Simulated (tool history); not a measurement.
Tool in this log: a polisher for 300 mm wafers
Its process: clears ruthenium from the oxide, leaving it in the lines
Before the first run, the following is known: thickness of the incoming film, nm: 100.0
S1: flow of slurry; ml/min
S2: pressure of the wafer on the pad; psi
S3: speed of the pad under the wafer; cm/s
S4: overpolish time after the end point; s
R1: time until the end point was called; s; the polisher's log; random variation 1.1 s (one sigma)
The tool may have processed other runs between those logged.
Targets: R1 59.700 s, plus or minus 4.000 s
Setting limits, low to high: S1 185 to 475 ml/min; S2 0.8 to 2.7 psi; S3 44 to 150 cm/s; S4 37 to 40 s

run  hour   S1   S2  S3  S4       R1
  1   0.0  305  1.7  96  37   89.900
  2   7.6  305  1.5  96  37   97.072
  3  14.5  305  1.2  96  37  124.050
  4  21.8  305  1.2  78  37  142.060
  5  22.7  305  1.2  78  40  146.270
  6  25.0  305  1.5  80  40  114.420
  7  29.0  305  1.7  82  40  101.730
  8  37.6  305  1.9  84  40   87.439
  9  44.0  305  2.0  86  40   82.318
 10  46.5  305  2.1  88  40   75.664
 11  55.4  305  2.2  88  40   75.202
 12  62.3  305  2.3  90  40   69.900

4 next moves are on the table. One of them brings every result within its allowed miss. Which?
  A  69.2  225  2.7  120  40   ?
  B  69.2  360  2.6  114  40   ?
  C  69.2  340  2.7   86  40   ?
  D  69.2  330  2.3   72  39   ?

move      R1
   A  52.068
   B  53.977
   C  63.271
   D  82.789
A: takes the biggest miss from the last run beyond its target
B: takes the biggest miss from the last run beyond its target
C: in spec on every target
D: moves away from the targets compared with the last run
The right move is C.
